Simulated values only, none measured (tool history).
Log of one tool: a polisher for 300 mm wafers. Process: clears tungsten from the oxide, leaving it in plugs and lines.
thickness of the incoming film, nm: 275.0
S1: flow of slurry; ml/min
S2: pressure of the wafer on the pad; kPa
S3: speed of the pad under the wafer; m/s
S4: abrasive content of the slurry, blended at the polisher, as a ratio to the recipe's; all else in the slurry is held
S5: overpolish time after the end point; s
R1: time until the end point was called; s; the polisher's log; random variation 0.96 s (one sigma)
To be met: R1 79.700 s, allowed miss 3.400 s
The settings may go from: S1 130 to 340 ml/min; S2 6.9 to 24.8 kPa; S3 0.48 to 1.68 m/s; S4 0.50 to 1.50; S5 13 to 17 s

run	hour	S1	S2	S3	S4	S5	R1
1	0.0	220	15.9	1.08	1.00	17	100.280
2	0.9	220	16.5	1.08	1.00	17	97.084
3	1.8	265	16.5	1.08	1.00	17	96.133
4	4.6	285	16.5	1.08	1.00	17	95.106
5	8.9	245	16.5	1.08	1.00	17	96.949
6	11.0	245	16.5	1.08	1.00	17	95.809
7	11.7	245	17.2	1.08	1.00	17	95.450
8	13.4	245	17.9	1.08	1.00	17	89.444
9	15.2	245	19.3	1.08	1.00	17	85.286
10	19.1	245	20.0	1.08	1.00	17	83.476

Which of these 4 next moves meets every target?
A	23.0	155	23.4	0.90	1.15	17	?
B	23.0	240	18.6	1.18	1.10	16	?
C	23.0	220	23.4	0.92	0.95	16	?
D	23.0	280	20.7	0.98	0.95	17	?

move	R1
A	88.983
B	79.588
C	87.486
D	89.122
A: further off than the last run
B: meets every target
C: further off than the last run
D: further off than the last run
Answer: B

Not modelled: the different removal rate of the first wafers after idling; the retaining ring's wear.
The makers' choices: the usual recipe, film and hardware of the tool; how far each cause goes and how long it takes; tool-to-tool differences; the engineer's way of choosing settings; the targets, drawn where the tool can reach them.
